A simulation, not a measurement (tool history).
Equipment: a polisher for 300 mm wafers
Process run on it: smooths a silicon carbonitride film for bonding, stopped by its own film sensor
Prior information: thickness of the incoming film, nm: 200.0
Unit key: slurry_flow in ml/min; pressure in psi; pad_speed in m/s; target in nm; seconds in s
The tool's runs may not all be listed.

{"run": 1, "hour": 0.0, "slurry_flow": 205, "pressure": 2.4, "pad_speed": 1.06, "slurry_solids": 1, "target": 182, "seconds": 52.586}
{"run": 2, "hour": 7.6, "slurry_flow": 205, "pressure": 2.5, "pad_speed": 1.06, "slurry_solids": 1, "target": 182, "seconds": 50.531}
{"run": 3, "hour": 8.3, "slurry_flow": 205, "pressure": 2.3, "pad_speed": 1.06, "slurry_solids": 1, "target": 182, "seconds": 53.839}
{"run": 4, "hour": 13.7, "slurry_flow": 205, "pressure": 2.3, "pad_speed": 1.06, "slurry_solids": 1, "target": 182, "seconds": 54.706}
{"run": 5, "hour": 18.3, "slurry_flow": 205, "pressure": 2.3, "pad_speed": 1.06, "slurry_solids": 1.15, "target": 182, "seconds": 52.735}
{"run": 6, "hour": 19.0, "slurry_flow": 205, "pressure": 2.3, "pad_speed": 1.06, "slurry_solids": 1.15, "target": 182, "seconds": 52.797}

Estimate the outcome of run 7 from the log above:
{"run": 7, "hour": 25.5, "slurry_flow": 205, "pressure": 2.4, "pad_speed": 1.06, "slurry_solids": 1.15, "target": 182, "seconds": "?"}

seconds: 51.428 s
